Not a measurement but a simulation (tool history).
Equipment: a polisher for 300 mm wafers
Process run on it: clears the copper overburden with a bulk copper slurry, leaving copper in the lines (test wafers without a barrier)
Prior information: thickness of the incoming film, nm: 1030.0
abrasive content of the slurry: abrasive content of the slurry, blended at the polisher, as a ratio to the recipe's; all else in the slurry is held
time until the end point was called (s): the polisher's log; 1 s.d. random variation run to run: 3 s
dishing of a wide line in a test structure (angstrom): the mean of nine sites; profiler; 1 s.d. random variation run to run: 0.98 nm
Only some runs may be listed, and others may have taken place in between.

run,hour,flow of slurry (ml/min),pressure of the wafer on the pad (psi),speed of the pad under the wafer (m/s),abrasive content of the slurry,overpolish time after the end point (s),time until the end point was called (s),dishing of a wide line in a test structure (angstrom)
1,0.0,220,2.6,1.24,1.0,14,109.140,668.17
2,7.2,220,2.5,1.24,1.0,14,114.150,653.83
3,9.2,220,3.1,1.24,1.0,14,89.587,770.29
4,10.8,220,2.9,1.24,1.0,14,97.553,729.40
# hour 18.7: slurry blender recalibrated
5,18.7,220,2.7,1.24,1.0,14,100.780,736.26
6,23.2,220,2.7,1.46,1.0,14,84.390,796.81

What does the tool deliver on the next run?
7,26.2,220,2.5,1.44,1.0,14,?,?

time until the end point was called (s): 91.999
dishing of a wide line in a test structure (angstrom): 747.48

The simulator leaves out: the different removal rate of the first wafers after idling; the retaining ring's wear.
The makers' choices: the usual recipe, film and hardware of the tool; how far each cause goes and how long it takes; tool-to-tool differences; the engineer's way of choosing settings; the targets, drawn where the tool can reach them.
